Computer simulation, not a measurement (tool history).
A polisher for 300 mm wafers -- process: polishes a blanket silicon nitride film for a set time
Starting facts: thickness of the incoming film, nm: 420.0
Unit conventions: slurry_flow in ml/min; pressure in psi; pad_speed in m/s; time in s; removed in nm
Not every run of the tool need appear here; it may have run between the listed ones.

| run | hour | slurry_flow | pressure | pad_speed | time | removed |
|---|---|---|---|---|---|---|
| 1 | 0 | 285 | 4.1 | 1.32 | 31 | 79.055 |
| 2 | 5.9 | 285 | 4.5 | 1.32 | 31 | 88.569 |
| 3 | 10.8 | 285 | 4.2 | 1.32 | 31 | 83.068 |
| 4 | 14 | 215 | 4.2 | 1.32 | 31 | 80.655 |
| 5 | 19.7 | 265 | 4.2 | 1.32 | 31 | 80.228 |
| 6 | 22 | 290 | 4.2 | 1.32 | 31 | 81.614 |
| 7 | 25.9 | 290 | 3.9 | 1.32 | 31 | 77.973 |
| 8 | 30.6 | 290 | 3.6 | 1.28 | 31 | 69.739 |
| 9 | 31.4 | 290 | 3.4 | 1.26 | 31 | 67.123 |
| 10 | 32.6 | 290 | 3.4 | 1.26 | 31 | 65.219 |

Run 11, settings as shown, results not yet in. Your forecast:
| 11 | 39.9 | 290 | 3.4 | 1.26 | 31 | ? |

removed: 65.119 nm

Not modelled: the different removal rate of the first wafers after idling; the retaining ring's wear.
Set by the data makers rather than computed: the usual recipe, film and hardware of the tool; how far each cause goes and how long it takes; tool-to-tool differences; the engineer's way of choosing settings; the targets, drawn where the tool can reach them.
